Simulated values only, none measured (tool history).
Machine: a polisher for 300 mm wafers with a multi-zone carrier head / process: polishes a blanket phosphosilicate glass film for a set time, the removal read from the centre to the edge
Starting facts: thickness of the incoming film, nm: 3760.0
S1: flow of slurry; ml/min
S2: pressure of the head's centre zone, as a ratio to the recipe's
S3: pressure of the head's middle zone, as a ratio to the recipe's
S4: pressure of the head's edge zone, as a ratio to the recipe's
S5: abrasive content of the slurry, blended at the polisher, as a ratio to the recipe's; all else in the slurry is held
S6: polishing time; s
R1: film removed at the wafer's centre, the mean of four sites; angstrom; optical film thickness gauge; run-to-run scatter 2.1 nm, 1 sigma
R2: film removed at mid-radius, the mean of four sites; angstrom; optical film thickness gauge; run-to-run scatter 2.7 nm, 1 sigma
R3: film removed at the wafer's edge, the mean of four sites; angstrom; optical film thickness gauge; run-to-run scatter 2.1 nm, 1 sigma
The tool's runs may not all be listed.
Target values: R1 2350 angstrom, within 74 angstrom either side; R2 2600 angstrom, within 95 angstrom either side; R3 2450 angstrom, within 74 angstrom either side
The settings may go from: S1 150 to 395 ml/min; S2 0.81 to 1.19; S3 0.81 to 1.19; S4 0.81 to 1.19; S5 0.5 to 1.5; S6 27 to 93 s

| run | hour | S1 | S2 | S3 | S4 | S5 | S6 | R1 | R2 | R3 |
|---|---|---|---|---|---|---|---|---|---|---|
| 1 | 0 | 250 | 1 | 1 | 1 | 1 | 59 | 3728.4 | 3854.7 | 3896.6 |
| 2 | 0.5 | 250 | 0.99 | 1 | 0.98 | 0.95 | 58 | 3561.6 | 3754 | 3747.5 |
| 3 | 8.9 | 250 | 0.99 | 1 | 0.97 | 0.9 | 56 | 3336.4 | 3540.4 | 3510.8 |
| 4 | 11.3 | 250 | 0.99 | 1 | 0.97 | 1 | 56 | 3491.9 | 3627.3 | 3665.7 |
| 5 | 19.9 | 250 | 0.99 | 1 | 0.97 | 0.85 | 56 | 3261.4 | 3481.6 | 3429.8 |
| 6 | 27.7 | 250 | 0.99 | 1 | 0.97 | 0.75 | 56 | 3083.3 | 3245.5 | 3280.5 |
| 7 | 36.3 | 250 | 0.99 | 1 | 0.97 | 0.75 | 56 | 3133.6 | 3284.2 | 3313.6 |
| 8 | 38.9 | 250 | 0.99 | 1 | 0.95 | 0.7 | 55 | 2969.7 | 3083.2 | 3085.8 |
| 9 | 47.4 | 250 | 0.98 | 1 | 0.93 | 0.65 | 55 | 2908.6 | 3005 | 2960.3 |
| 10 | 55.3 | 220 | 0.88 | 0.98 | 0.83 | 0.5 | 52 | 2103.9 | 2409.2 | 2368.7 |
| 11 | 60.8 | 230 | 0.89 | 0.98 | 0.83 | 0.5 | 52 | 2181.1 | 2469.5 | 2377 |
| 12 | 65.2 | 235 | 0.89 | 0.98 | 0.83 | 0.5 | 52 | 2152.1 | 2491.9 | 2392.2 |
| 13 | 69.5 | 280 | 0.97 | 1.01 | 0.85 | 0.5 | 52 | 2431.8 | 2604.4 | 2442.7 |

Of the 5 settings listed for the next run, only one would bring every result within its allowed miss of target. Which one?
| A | 73.8 | 300 | 1.02 | 1.07 | 0.83 | 0.55 | 50 | ? | ? | ? |
| B | 73.8 | 305 | 1.01 | 1 | 0.85 | 0.5 | 52 | ? | ? | ? |
| C | 73.8 | 270 | 0.94 | 1.06 | 0.81 | 0.55 | 52 | ? | ? | ? |
| D | 73.8 | 275 | 0.99 | 0.99 | 0.82 | 0.55 | 51 | ? | ? | ? |
| E | 73.8 | 195 | 0.93 | 0.99 | 0.81 | 0.55 | 53 | ? | ? | ? |

| move | R1 | R2 | R3 |
|---|---|---|---|
| A | 2630.8 | 2716.6 | 2399.2 |
| B | 2603.7 | 2564.8 | 2424.7 |
| C | 2487.9 | 2771.9 | 2448.5 |
| D | 2575.6 | 2570.4 | 2419.9 |
| E | 2383.3 | 2547.3 | 2414.1 |
A: misses by more than the last run did
B: misses by more than the last run did
C: misses by more than the last run did
D: misses by more than the last run did
E: meets every target
So the answer is move E, the one that meets all the targets.

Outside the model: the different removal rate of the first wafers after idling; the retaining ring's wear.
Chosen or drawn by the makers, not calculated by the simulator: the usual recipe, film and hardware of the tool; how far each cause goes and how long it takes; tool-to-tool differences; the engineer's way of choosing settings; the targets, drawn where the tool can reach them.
